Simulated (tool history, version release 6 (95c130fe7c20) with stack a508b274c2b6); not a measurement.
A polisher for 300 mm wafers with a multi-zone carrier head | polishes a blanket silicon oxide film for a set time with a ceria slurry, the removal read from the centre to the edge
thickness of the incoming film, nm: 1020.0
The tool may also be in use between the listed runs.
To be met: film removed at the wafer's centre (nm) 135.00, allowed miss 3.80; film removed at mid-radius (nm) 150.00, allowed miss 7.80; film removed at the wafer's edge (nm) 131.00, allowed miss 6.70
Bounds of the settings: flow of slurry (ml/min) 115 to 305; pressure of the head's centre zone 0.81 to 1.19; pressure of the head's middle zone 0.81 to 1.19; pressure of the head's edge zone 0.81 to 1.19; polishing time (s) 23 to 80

run	hour	flow of slurry (ml/min)	pressure of the head's centre zone	pressure of the head's middle zone	pressure of the head's edge zone	polishing time (s)	film removed at the wafer's centre (nm)	film removed at mid-radius (nm)	film removed at the wafer's edge (nm)
1	0.0	195	1.00	1.00	1.00	51	259.73	256.08	253.53
2	4.2	195	1.00	1.00	1.00	41	206.94	203.96	203.90
3	8.4	195	0.99	1.02	0.96	37	185.82	188.12	179.57
4	11.8	195	1.03	1.02	0.96	37	191.04	186.84	180.52
5	14.1	195	1.03	1.02	0.96	44	231.05	226.03	216.82
6	23.0	195	1.00	1.02	0.96	44	222.82	220.81	217.84
7	25.5	190	1.00	1.05	0.96	38	190.94	197.10	190.42
8	32.2	215	0.96	1.03	0.92	35	172.62	187.32	168.20
9	36.4	215	0.93	0.99	0.90	34	163.16	176.04	164.11
10	39.2	190	0.93	1.02	0.81	24	111.60	122.63	109.01
11	47.1	215	0.93	1.01	0.83	24	116.36	125.35	111.50
12	52.8	225	0.93	1.02	0.86	24	115.85	123.63	111.73
13	58.9	225	0.94	1.05	0.88	25	121.15	132.90	119.09

4 next moves are on the table. One of them brings every result within its allowed miss. Which?
A	65.0	210	1.04	0.88	1.05	24	?	?	?
B	65.0	240	0.95	1.10	0.90	27	?	?	?
C	65.0	275	1.03	1.18	0.81	25	?	?	?
D	65.0	245	1.09	0.97	0.81	25	?	?	?

move	film removed at the wafer's centre (nm)	film removed at mid-radius (nm)	film removed at the wafer's edge (nm)
A	129.09	110.59	125.29
B	135.45	149.43	132.42
C	138.56	148.28	118.26
D	144.35	126.21	117.36
A: further off than the last run
B: meets every target
C: brings the result that was furthest off to its target, and leaves another outside
D: takes the result that was furthest off past its target
Move B is the one to make.
